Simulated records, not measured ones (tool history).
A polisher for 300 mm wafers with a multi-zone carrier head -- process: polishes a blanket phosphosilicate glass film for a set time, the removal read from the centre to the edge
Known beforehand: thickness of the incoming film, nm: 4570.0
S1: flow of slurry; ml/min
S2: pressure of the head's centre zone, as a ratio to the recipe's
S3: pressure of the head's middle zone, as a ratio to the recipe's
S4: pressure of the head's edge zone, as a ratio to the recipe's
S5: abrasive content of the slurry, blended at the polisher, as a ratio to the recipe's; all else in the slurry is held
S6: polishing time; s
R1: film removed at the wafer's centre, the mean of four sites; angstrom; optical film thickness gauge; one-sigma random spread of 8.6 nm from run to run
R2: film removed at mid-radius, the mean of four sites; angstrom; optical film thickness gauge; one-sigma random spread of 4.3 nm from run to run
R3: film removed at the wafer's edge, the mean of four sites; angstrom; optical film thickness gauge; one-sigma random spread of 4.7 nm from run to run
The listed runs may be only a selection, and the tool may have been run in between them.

| run | day | S1 | S2 | S3 | S4 | S5 | S6 | R1 | R2 | R3 |
|---|---|---|---|---|---|---|---|---|---|---|
| 1 | 0.000 | 175 | 1.00 | 1.00 | 1.00 | 1.00 | 79 | 3488.3 | 3513.2 | 3613.0 |
| 2 | 0.338 | 190 | 1.06 | 0.98 | 1.05 | 1.15 | 83 | 4157.1 | 3775.6 | 4007.7 |
| 3 | 0.588 | 190 | 1.06 | 0.92 | 1.05 | 1.15 | 83 | 4201.1 | 3586.4 | 4068.5 |
| 4 | 0.925 | 190 | 1.06 | 0.92 | 1.05 | 1.15 | 64 | 3204.5 | 2777.4 | 3138.3 |
| 5 | 0.979 | 145 | 1.06 | 0.92 | 1.05 | 1.15 | 64 | 3068.4 | 2666.6 | 3019.7 |
| 6 | 1.308 | 145 | 1.06 | 0.92 | 1.09 | 1.15 | 64 | 3050.6 | 2684.3 | 3045.7 |
| 7 | 1.421 | 170 | 1.08 | 0.92 | 1.11 | 1.25 | 75 | 3909.7 | 3245.6 | 3753.5 |

Expected results for the next run?
| 8 | 1.738 | 190 | 1.09 | 0.93 | 1.13 | 1.35 | 82 | ? | ? | ? |

{"run 8": {"R1": 4480.3, "R2": 3748.3, "R3": 4315.3}}
